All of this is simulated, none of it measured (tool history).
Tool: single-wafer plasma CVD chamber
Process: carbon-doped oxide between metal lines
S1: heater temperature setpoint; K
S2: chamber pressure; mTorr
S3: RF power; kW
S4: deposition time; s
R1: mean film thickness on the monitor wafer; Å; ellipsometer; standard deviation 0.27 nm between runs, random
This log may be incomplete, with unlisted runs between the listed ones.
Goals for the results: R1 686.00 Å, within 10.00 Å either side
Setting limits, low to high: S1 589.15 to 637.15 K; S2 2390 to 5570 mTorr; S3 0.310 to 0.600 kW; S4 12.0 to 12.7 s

| run | hour | S1 | S2 | S3 | S4 | R1 |
|---|---|---|---|---|---|---|
| 1 | 0.0 | 613.15 | 3980 | 0.455 | 12.7 | 638.61 |
| 2 | 6.8 | 609.15 | 4120 | 0.455 | 12.7 | 650.89 |
| 3 | 8.7 | 609.15 | 4120 | 0.455 | 12.7 | 650.87 |
| 4 | 17.5 | 606.15 | 4210 | 0.455 | 12.7 | 659.27 |
| 5 | 25.3 | 604.15 | 4280 | 0.455 | 12.7 | 666.20 |
| 6 | 29.1 | 604.15 | 4280 | 0.420 | 12.7 | 626.14 |
| 7 | 31.8 | 601.15 | 4520 | 0.425 | 12.7 | 638.10 |
| 8 | 40.6 | 599.15 | 4580 | 0.430 | 12.7 | 654.55 |
| 9 | 44.9 | 597.15 | 4670 | 0.430 | 12.7 | 657.64 |
| 10 | 46.8 | 592.15 | 5120 | 0.445 | 12.7 | 699.63 |

Of the 4 settings listed for the next run, only one would bring every result within its allowed miss of target. Which one?
| A | 48.7 | 589.15 | 5560 | 0.435 | 12.6 | ? |
| B | 48.7 | 589.15 | 5080 | 0.455 | 12.4 | ? |
| C | 48.7 | 589.15 | 4940 | 0.440 | 12.4 | ? |
| D | 48.7 | 593.15 | 5140 | 0.465 | 12.6 | ? |

| move | R1 |
|---|---|
| A | 701.96 |
| B | 707.84 |
| C | 686.22 |
| D | 717.98 |
A: its largest miss is bigger than the last run's
B: its largest miss is bigger than the last run's
C: in spec on every target
D: its largest miss is bigger than the last run's
C meets every target.
